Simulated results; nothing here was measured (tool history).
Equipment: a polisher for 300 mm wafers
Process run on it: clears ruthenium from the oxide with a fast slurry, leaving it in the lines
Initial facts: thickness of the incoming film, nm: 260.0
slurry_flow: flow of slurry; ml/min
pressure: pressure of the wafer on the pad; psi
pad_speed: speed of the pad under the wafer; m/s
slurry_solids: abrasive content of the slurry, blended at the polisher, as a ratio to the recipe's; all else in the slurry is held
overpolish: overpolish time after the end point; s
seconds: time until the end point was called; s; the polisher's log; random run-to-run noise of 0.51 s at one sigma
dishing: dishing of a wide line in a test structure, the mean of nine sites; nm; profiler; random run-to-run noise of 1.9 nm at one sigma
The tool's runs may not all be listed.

run  hour  slurry_flow  pressure  pad_speed  slurry_solids  overpolish  seconds  dishing
  1   0.0          120       2.7       0.96           1.00          22   72.155   74.498
  2   6.5          120       2.7       0.96           0.80          22   81.881   67.402
  3  15.4          125       3.1       0.96           0.80          23   69.199   79.349
  4  21.1          125       3.1       0.82           0.80          23   81.031   69.897
  5  28.2          105       3.1       0.82           0.80          23   83.632   70.881
  6  29.7          105       3.1       0.82           0.95          23   76.560   73.757
  7  35.2          110       3.4       0.82           0.95          24   70.791   83.208

What will run 8 give?
  8  39.6          115       3.6       0.86           0.95          24        ?        ?

Logged for run 8: seconds 63.530 s, dishing 92.261 nm.

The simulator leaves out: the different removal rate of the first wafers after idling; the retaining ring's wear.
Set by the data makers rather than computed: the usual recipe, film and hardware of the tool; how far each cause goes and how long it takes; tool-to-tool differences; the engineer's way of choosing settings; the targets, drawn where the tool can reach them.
